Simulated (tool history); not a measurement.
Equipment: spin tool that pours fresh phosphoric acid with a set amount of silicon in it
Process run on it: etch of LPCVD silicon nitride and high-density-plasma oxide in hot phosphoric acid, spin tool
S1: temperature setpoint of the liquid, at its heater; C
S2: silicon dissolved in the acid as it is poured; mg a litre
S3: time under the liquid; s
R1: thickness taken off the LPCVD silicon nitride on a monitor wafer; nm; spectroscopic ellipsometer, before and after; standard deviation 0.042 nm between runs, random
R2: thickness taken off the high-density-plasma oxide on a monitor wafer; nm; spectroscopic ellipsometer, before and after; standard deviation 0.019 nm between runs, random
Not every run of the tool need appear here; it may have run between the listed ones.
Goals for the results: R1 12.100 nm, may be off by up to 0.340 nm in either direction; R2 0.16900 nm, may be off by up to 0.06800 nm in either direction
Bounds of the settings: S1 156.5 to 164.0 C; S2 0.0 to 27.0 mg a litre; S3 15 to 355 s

run,hour,S1,S2,S3,R1,R2
1,0.0,159.0,12.0,180,16.787,0.32900
2,5.1,159.0,16.5,180,16.798,0.21597
3,9.6,159.0,16.5,220,20.701,0.24966
4,18.3,158.5,16.5,190,17.540,0.24595
5,22.7,158.5,22.5,190,17.421,0.23334
6,28.2,158.5,22.5,250,22.959,0.27838
7,33.5,156.5,21.0,160,13.820,0.16245
8,40.1,156.5,19.5,150,12.878,0.15716
9,42.3,156.5,18.5,145,12.514,0.15071

Of the 5 settings listed for the next run, only one would bring every result within its allowed miss of target. Which one?
A,44.5,156.5,18.5,150,?,?
B,44.5,156.5,22.5,155,?,?
C,44.5,158.5,15.5,125,?,?
D,44.5,160.0,19.5,125,?,?
E,44.5,159.0,18.5,140,?,?

move,R1,R2
A,12.933,0.11642
B,13.364,0.10712
C,11.535,0.12197
D,12.134,0.12255
E,13.140,0.13103
A: the biggest miss grows against the last run
B: the biggest miss grows against the last run
C: moves the result that the last run missed by most past its target, out the other side
D: all results land within tolerance of their targets
E: the biggest miss grows against the last run
D meets every target.
